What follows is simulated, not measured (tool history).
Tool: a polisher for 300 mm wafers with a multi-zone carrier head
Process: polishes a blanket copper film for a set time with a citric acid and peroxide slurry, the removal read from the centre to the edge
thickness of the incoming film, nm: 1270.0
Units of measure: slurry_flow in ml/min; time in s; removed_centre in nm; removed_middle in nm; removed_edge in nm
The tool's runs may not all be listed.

run	hour	slurry_flow	centre_zone	middle_zone	edge_zone	slurry_solids	time	removed_centre	removed_middle	removed_edge
1	0	230	1	1	1	1	70	135.75	134.13	139.12
2	7.8	230	1	1	1	1	80	157.57	158.46	159.05
3	9.6	230	1	1	1.06	1	80	159.46	155.89	166.44
4	16	235	1.01	1.02	1.07	1.05	80	160.6	161.63	162.66
5	22.2	235	1.01	1.02	1.07	1.2	80	163.9	167.55	168.91
6	31.1	235	1.01	1.02	1.08	1.25	81	166.58	173.14	174.74
7	33.2	235	1.02	1.02	1.08	1.3	82	176.83	169.61	176.5
8	41.8	240	1.02	1.03	1.09	1.3	83	174.86	173.53	180.3
9	43.1	240	1.02	1.04	1.09	1.3	84	177.61	180.3	186.04
10	44.8	240	1.03	1.05	1.09	1.3	84	179.54	181.2	185.19
11	52	240	1.04	1.06	1.09	1.3	84	179.92	185.09	184.17

Run 12 comes next. What will it give?
12	57.5	240	1.05	1.07	1.1	1.3	84	?	?	?

removed_centre: 179.7 nm
removed_middle: 180.01 nm
removed_edge: 184.74 nm
